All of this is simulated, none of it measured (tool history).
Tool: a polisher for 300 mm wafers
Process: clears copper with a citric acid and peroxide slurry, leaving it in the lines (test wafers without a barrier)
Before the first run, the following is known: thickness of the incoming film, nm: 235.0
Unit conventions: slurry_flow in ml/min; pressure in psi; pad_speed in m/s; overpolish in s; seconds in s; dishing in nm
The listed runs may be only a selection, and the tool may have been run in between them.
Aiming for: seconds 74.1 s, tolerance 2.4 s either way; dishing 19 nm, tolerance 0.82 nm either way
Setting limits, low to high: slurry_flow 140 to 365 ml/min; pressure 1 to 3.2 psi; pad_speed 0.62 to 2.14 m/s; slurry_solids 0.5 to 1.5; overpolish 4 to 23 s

run	hour	slurry_flow	pressure	pad_speed	slurry_solids	overpolish	seconds	dishing
1	0	235	2.1	1.38	1	12	100.15	18.449
2	6.3	235	2.1	1.38	1	9	100.27	14.48
3	10.9	235	2.1	1.08	1	9	127.09	12.123
4	15.9	240	2.4	1.08	1	9	109.22	13.409
5	23.4	240	2.6	1.08	1	9	101.98	14.522
6	24.6	245	2.8	1.1	1	9	92.547	15.667
7	28.9	245	2.9	1.12	1	9	88.51	16.737
8	31.9	250	3	1.14	1	9	81.826	17.367
9	37.8	255	3.1	1.14	1	9	80.738	18.097
10	44.7	255	3.1	1.16	1	9	79.4	18.001
11	47	255	3.1	1.18	1	9	77.964	18.649

Consider the 4 candidate settings below. Which is the only one whose results all fall within their allowed miss of target?
A	49.3	275	3.2	1.24	0.75	8	?	?
B	49.3	250	2.8	1.34	1.2	8	?	?
C	49.3	265	3.2	1.18	1.05	8	?	?
D	49.3	245	3	1.28	1.05	9	?	?

move	seconds	dishing
A	78.981	17.03
B	74.177	17.93
C	75.516	17.725
D	75.183	19.695
A: moves away from the targets compared with the last run
B: brings the result that was furthest off to its target, and leaves another outside
C: brings the result that was furthest off to its target, and leaves another outside
D: every result within its allowed miss
Correct choice: D, which meets every target
